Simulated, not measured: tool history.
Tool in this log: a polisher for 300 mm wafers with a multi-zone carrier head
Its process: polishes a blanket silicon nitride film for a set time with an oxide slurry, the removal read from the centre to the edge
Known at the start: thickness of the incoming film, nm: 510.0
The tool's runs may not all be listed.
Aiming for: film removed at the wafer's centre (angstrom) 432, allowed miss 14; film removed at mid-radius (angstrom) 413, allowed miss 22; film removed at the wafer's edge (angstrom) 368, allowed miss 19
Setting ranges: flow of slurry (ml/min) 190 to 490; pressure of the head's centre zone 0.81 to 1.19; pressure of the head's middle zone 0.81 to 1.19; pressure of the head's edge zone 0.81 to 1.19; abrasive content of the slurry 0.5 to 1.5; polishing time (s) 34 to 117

run,hour,flow of slurry (ml/min),pressure of the head's centre zone,pressure of the head's middle zone,pressure of the head's edge zone,abrasive content of the slurry,polishing time (s),film removed at the wafer's centre (angstrom),film removed at mid-radius (angstrom),film removed at the wafer's edge (angstrom)
1,0,315,1,1,1,1,75,629.23,634.16,618.67
2,4.3,320,1.01,1,0.98,0.9,72,586.12,589.4,564.4
3,13.1,265,1.01,1,0.98,0.9,72,573.76,599.68,555.64
4,20.7,270,1.02,0.99,0.96,0.85,69,542.34,553.98,523.24
5,21.8,270,0.99,0.99,0.96,0.85,69,527,546.18,535.22
6,23.8,235,0.99,0.99,0.96,0.85,69,520.96,530.41,526.39
7,32.4,240,1.02,0.99,0.96,0.8,66,490.8,501.07,477.86
8,36.1,240,1.04,0.99,0.96,0.75,66,498.99,482.85,474.91
9,41.1,245,1.05,1.01,0.95,0.7,65,479.18,472,462.79

Of the 4 settings listed for the next run, only one would bring every result within its allowed miss of target. Which one?
A,46.1,270,0.98,0.83,1.05,0.5,64,?,?,?
B,46.1,190,1.06,1.09,0.91,0.65,57,?,?,?
C,46.1,205,1.11,1.03,0.84,0.8,54,?,?,?
D,46.1,195,1.09,0.94,1.01,0.55,58,?,?,?

move,film removed at the wafer's centre (angstrom),film removed at mid-radius (angstrom),film removed at the wafer's edge (angstrom)
A,390.35,362.85,422.39
B,392.47,425.31,375.41
C,427.77,421.09,377.12
D,386.97,359.8,376
A: closes in on the targets versus the last run, not all within tolerance yet
B: puts the biggest miss on target and leaves a different result outside tolerance
C: meets every target
D: puts the biggest miss on target and leaves a different result outside tolerance
Move C is the one to make.
